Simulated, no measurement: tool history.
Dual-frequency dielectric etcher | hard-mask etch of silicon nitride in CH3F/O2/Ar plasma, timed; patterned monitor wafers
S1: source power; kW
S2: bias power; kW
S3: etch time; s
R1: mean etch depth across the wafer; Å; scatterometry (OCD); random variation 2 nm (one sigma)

{"run": 1, "hour": 0.0, "S1": 0.39, "S2": 0.102, "S3": 281.0, "R1": 2459.2}
{"run": 2, "hour": 3.6, "S1": 0.39, "S2": 0.113, "S3": 281.0, "R1": 2554.4}
{"run": 3, "hour": 11.3, "S1": 0.39, "S2": 0.096, "S3": 281.0, "R1": 2427.3}
{"run": 4, "hour": 17.7, "S1": 0.42, "S2": 0.096, "S3": 281.0, "R1": 2480.6}
{"run": 5, "hour": 19.2, "S1": 0.44, "S2": 0.101, "S3": 282.0, "R1": 2571.3}
{"run": 6, "hour": 22.2, "S1": 0.44, "S2": 0.101, "S3": 281.0, "R1": 2593.2}
{"run": 7, "hour": 28.9, "S1": 0.46, "S2": 0.103, "S3": 281.5, "R1": 2655.5}
{"run": 8, "hour": 36.8, "S1": 0.46, "S2": 0.103, "S3": 281.5, "R1": 2642.6}
{"run": 9, "hour": 45.5, "S1": 0.47, "S2": 0.106, "S3": 282.0, "R1": 2711.2}
{"run": 10, "hour": 54.2, "S1": 0.48, "S2": 0.108, "S3": 282.5, "R1": 2752.6}
{"run": 11, "hour": 60.9, "S1": 0.49, "S2": 0.109, "S3": 283.0, "R1": 2804.2}
{"run": 12, "hour": 64.5, "S1": 0.5, "S2": 0.11, "S3": 283.0, "R1": 2782.1}
{"run": 13, "hour": 72.1, "S1": 0.51, "S2": 0.112, "S3": 283.5, "R1": 2844.0}

Forecast run 14:
{"run": 14, "hour": 75.0, "S1": 0.52, "S2": 0.113, "S3": 284.0, "R1": "?"}

R1: 2898.4 Å

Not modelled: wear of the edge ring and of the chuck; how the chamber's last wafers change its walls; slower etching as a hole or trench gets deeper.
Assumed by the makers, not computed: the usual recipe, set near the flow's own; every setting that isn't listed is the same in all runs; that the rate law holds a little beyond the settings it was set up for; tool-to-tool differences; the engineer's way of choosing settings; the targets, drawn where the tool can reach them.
